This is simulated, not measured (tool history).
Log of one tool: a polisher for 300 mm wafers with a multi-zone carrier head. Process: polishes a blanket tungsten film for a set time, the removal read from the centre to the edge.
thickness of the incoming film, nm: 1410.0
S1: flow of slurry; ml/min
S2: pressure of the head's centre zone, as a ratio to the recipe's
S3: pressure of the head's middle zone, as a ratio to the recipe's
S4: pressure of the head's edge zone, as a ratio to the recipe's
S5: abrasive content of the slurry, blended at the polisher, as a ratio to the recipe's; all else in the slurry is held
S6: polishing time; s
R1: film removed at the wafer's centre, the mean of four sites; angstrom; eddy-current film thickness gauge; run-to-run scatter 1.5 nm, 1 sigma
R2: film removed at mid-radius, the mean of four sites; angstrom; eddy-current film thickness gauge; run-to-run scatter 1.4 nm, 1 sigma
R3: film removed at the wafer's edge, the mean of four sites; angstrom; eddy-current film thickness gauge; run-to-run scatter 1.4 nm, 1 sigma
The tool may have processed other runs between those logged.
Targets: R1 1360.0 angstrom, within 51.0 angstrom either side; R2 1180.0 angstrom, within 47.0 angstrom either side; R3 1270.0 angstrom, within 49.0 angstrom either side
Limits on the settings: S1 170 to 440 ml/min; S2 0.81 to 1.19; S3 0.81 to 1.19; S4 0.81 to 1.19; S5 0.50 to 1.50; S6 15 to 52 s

{"run": 1, "hour": 0.0, "S1": 280, "S2": 1.0, "S3": 1.0, "S4": 1.0, "S5": 1.0, "S6": 33, "R1": 1755.2, "R2": 1792.4, "R3": 1789.4}
{"run": 2, "hour": 4.0, "S1": 280, "S2": 0.93, "S3": 1.0, "S4": 1.0, "S5": 1.0, "S6": 33, "R1": 1629.2, "R2": 1783.3, "R3": 1771.8}
{"run": 3, "hour": 5.3, "S1": 280, "S2": 0.96, "S3": 0.95, "S4": 0.96, "S5": 0.85, "S6": 31, "R1": 1545.3, "R2": 1564.3, "R3": 1580.7}
{"run": 4, "hour": 10.1, "S1": 280, "S2": 0.87, "S3": 0.95, "S4": 0.96, "S5": 0.85, "S6": 31, "R1": 1363.0, "R2": 1526.1, "R3": 1586.8}
{"run": 5, "hour": 16.3, "S1": 280, "S2": 0.91, "S3": 0.91, "S4": 0.93, "S5": 0.75, "S6": 30, "R1": 1348.7, "R2": 1389.0, "R3": 1433.1}
{"run": 6, "hour": 24.3, "S1": 275, "S2": 0.93, "S3": 0.88, "S4": 0.92, "S5": 0.7, "S6": 30, "R1": 1315.8, "R2": 1334.1, "R3": 1418.6}
{"run": 7, "hour": 29.5, "S1": 280, "S2": 0.97, "S3": 0.86, "S4": 0.9, "S5": 0.65, "S6": 30, "R1": 1399.7, "R2": 1302.4, "R3": 1355.1}
{"run": 8, "hour": 36.3, "S1": 270, "S2": 0.98, "S3": 0.84, "S4": 0.9, "S5": 0.6, "S6": 30, "R1": 1353.1, "R2": 1256.3, "R3": 1320.5}

4 candidate next runs follow, results not yet known. Just one meets every target within its allowed miss. Identify it.
{"run": "A", "hour": 43.1, "S1": 230, "S2": 1.15, "S3": 0.87, "S4": 0.81, "S5": 0.95, "S6": 25, "R1": "?", "R2": "?", "R3": "?"}
{"run": "B", "hour": 43.1, "S1": 230, "S2": 1.02, "S3": 0.99, "S4": 0.82, "S5": 0.5, "S6": 31, "R1": "?", "R2": "?", "R3": "?"}
{"run": "C", "hour": 43.1, "S1": 320, "S2": 1.14, "S3": 0.88, "S4": 0.83, "S5": 0.6, "S6": 27, "R1": "?", "R2": "?", "R3": "?"}
{"run": "D", "hour": 43.1, "S1": 205, "S2": 1.03, "S3": 0.84, "S4": 0.88, "S5": 0.85, "S6": 27, "R1": "?", "R2": "?", "R3": "?"}

move=A R1=1483.1 R2=1170.8 R3=1198.2
move=B R1=1379.3 R2=1344.2 R3=1261.6
move=C R1=1472.1 R2=1176.3 R3=1195.8
move=D R1=1364.8 R2=1179.0 R3=1287.6
A: the furthest-off result lands on target, but another misses its tolerance
B: the biggest miss grows against the last run
C: the furthest-off result lands on target, but another misses its tolerance
D: all results in spec
Correct choice: D, which meets every target

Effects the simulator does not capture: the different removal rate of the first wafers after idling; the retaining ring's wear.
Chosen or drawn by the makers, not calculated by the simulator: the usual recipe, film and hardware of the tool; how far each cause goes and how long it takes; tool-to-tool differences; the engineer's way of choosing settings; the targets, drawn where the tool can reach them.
